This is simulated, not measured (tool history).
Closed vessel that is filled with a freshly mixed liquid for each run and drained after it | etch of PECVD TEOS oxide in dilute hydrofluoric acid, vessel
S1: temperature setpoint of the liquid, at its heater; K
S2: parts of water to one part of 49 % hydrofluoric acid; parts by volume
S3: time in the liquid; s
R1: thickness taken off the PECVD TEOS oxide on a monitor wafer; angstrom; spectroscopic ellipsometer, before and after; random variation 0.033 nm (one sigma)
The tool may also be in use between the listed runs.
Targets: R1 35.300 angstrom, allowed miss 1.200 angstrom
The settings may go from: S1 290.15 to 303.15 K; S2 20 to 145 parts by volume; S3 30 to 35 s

run	hour	S1	S2	S3	R1
1	0.0	295.15	80	35	60.222
2	3.7	293.65	90	35	49.124
3	6.5	293.65	90	30	43.022
4	9.5	293.65	120	30	30.857
5	16.0	293.65	90	30	43.435
6	22.7	292.65	90	30	41.717
7	30.7	291.65	90	30	39.707
8	35.7	291.15	90	30	39.181

4 next moves are on the table. One of them brings every result within its allowed miss. Which?
A	40.7	292.15	95	35	?
B	40.7	292.15	95	30	?
C	40.7	290.15	95	30	?
D	40.7	291.15	85	30	?

move	R1
A	44.532
B	38.170
C	35.117
D	41.409
A: further off than the last run
B: nearer than the last run, and not there yet
C: meets every target
D: further off than the last run
Answer: C
